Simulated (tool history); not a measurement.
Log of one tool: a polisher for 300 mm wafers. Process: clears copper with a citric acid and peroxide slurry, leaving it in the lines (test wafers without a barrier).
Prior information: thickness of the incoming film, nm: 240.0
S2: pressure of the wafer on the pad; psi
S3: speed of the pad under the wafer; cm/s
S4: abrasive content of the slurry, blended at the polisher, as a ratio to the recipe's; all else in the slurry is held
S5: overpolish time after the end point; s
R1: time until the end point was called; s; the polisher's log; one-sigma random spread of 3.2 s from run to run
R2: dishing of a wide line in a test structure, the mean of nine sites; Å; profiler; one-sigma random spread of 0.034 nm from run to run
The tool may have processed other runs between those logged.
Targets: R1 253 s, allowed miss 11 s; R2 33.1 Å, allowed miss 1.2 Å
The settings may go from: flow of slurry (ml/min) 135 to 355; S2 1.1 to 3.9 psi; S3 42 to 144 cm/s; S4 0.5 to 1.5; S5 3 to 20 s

run 1 hour=0 | flow_of_slurry_(ml/min)=225 S2=2.5 S3=92 S4=1 S5=10 | R1=171.21 R2=116.78
run 2 hour=4 | flow_of_slurry_(ml/min)=230 S2=2.3 S3=84 S4=1 S5=8 | R1=202.81 R2=81.5
run 3 hour=7.7 | flow_of_slurry_(ml/min)=255 S2=2.1 S3=82 S4=1.05 S5=7 | R1=220.71 R2=67.368
run 4 hour=16.1 | flow_of_slurry_(ml/min)=285 S2=1.8 S3=82 S4=1.2 S5=6 | R1=236.52 R2=53.079
run 5 hour=18.8 | flow_of_slurry_(ml/min)=300 S2=1.7 S3=82 S4=1.3 S5=5 | R1=242.31 R2=43.253
run 6 hour=20.2 | flow_of_slurry_(ml/min)=300 S2=1.2 S3=82 S4=1.3 S5=5 | R1=320.16 R2=33.497
run 7 hour=28.7 | flow_of_slurry_(ml/min)=310 S2=1.3 S3=82 S4=1.35 S5=5 | R1=294.68 R2=35.627
run 8 hour=34.7 | flow_of_slurry_(ml/min)=320 S2=1.4 S3=82 S4=1.4 S5=5 | R1=278.32 R2=38.143
run 9 hour=42.8 | flow_of_slurry_(ml/min)=325 S2=1.4 S3=82 S4=1.45 S5=4 | R1=277.57 R2=29.979

Next run, 5 choices. One meets every target within its allowed miss, the rest don't. Which?
run A hour=50.9 | flow_of_slurry_(ml/min)=335 S2=1.6 S3=86 S4=1.45 S5=3 | R1=? R2=?
run B hour=50.9 | flow_of_slurry_(ml/min)=305 S2=1.4 S3=74 S4=1.45 S5=5 | R1=? R2=?
run C hour=50.9 | flow_of_slurry_(ml/min)=320 S2=1.7 S3=76 S4=1.45 S5=4 | R1=? R2=?
run D hour=50.9 | flow_of_slurry_(ml/min)=310 S2=1.1 S3=86 S4=1.4 S5=5 | R1=? R2=?
run E hour=50.9 | flow_of_slurry_(ml/min)=300 S2=1.3 S3=80 S4=1.45 S5=4 | R1=? R2=?

move=A R1=238.73 R2=26.997
move=B R1=307.65 R2=34.755
move=C R1=256.94 R2=33.346
move=D R1=321.13 R2=33.281
move=E R1=302.81 R2=28.338
A: lands further from the targets than the last run did
B: moves the result that the last run missed by most past its target, out the other side
C: meets every target
D: the worst result of the last run now meets its target, but another is out of spec
E: lands further from the targets than the last run did
The right move is C.
